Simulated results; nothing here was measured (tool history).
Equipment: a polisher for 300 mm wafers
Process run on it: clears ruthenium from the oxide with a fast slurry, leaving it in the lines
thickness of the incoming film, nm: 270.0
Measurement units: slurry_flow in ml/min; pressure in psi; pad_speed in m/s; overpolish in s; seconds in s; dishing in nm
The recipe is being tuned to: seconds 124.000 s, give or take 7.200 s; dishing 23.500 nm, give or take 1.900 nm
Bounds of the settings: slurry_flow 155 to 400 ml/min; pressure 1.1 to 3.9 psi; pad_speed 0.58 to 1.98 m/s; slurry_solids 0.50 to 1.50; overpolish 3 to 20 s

{"run": 1, "hour": 0.0, "slurry_flow": 255, "pressure": 2.5, "pad_speed": 1.28, "slurry_solids": 1.0, "overpolish": 10, "seconds": 67.384, "dishing": 22.976}
{"run": 2, "hour": 8.8, "slurry_flow": 255, "pressure": 2.1, "pad_speed": 1.28, "slurry_solids": 1.0, "overpolish": 10, "seconds": 79.376, "dishing": 21.311}
{"run": 3, "hour": 16.7, "slurry_flow": 210, "pressure": 2.1, "pad_speed": 1.28, "slurry_solids": 1.0, "overpolish": 10, "seconds": 83.473, "dishing": 22.056}
{"run": 4, "hour": 19.3, "slurry_flow": 205, "pressure": 2.0, "pad_speed": 1.28, "slurry_solids": 1.0, "overpolish": 10, "seconds": 87.483, "dishing": 21.804}
{"run": 5, "hour": 28.3, "slurry_flow": 205, "pressure": 2.0, "pad_speed": 1.28, "slurry_solids": 1.0, "overpolish": 14, "seconds": 83.762, "dishing": 26.799}
{"run": 6, "hour": 32.8, "slurry_flow": 205, "pressure": 2.4, "pad_speed": 1.28, "slurry_solids": 1.0, "overpolish": 14, "seconds": 71.298, "dishing": 27.583}
{"run": 7, "hour": 35.1, "slurry_flow": 205, "pressure": 1.7, "pad_speed": 1.18, "slurry_solids": 1.0, "overpolish": 14, "seconds": 105.49, "dishing": 22.428}
{"run": 8, "hour": 39.6, "slurry_flow": 200, "pressure": 1.7, "pad_speed": 1.18, "slurry_solids": 1.0, "overpolish": 14, "seconds": 105.74, "dishing": 22.532}
{"run": 9, "hour": 47.7, "slurry_flow": 200, "pressure": 1.3, "pad_speed": 1.16, "slurry_solids": 1.0, "overpolish": 17, "seconds": 130.02, "dishing": 21.25}

Which single option among these 4 for the next run brings every result within its allowed miss of target? Just one does.
{"run": "A", "hour": 55.8, "slurry_flow": 220, "pressure": 1.3, "pad_speed": 1.06, "slurry_solids": 1.0, "overpolish": 19, "seconds": "?", "dishing": "?"}
{"run": "B", "hour": 55.8, "slurry_flow": 235, "pressure": 1.3, "pad_speed": 1.12, "slurry_solids": 1.05, "overpolish": 13, "seconds": "?", "dishing": "?"}
{"run": "C", "hour": 55.8, "slurry_flow": 180, "pressure": 1.3, "pad_speed": 1.24, "slurry_solids": 1.05, "overpolish": 18, "seconds": "?", "dishing": "?"}
{"run": "D", "hour": 55.8, "slurry_flow": 210, "pressure": 1.3, "pad_speed": 1.26, "slurry_solids": 0.9, "overpolish": 13, "seconds": "?", "dishing": "?"}

move=A seconds=141.470 dishing=21.805
move=B seconds=130.960 dishing=17.780
move=C seconds=123.520 dishing=22.934
move=D seconds=124.570 dishing=18.423
A: the worst result of the last run now meets its target, but another is out of spec
B: further off than the last run
C: hits every target within its allowed miss
D: further off than the last run
Move C is the one to make.
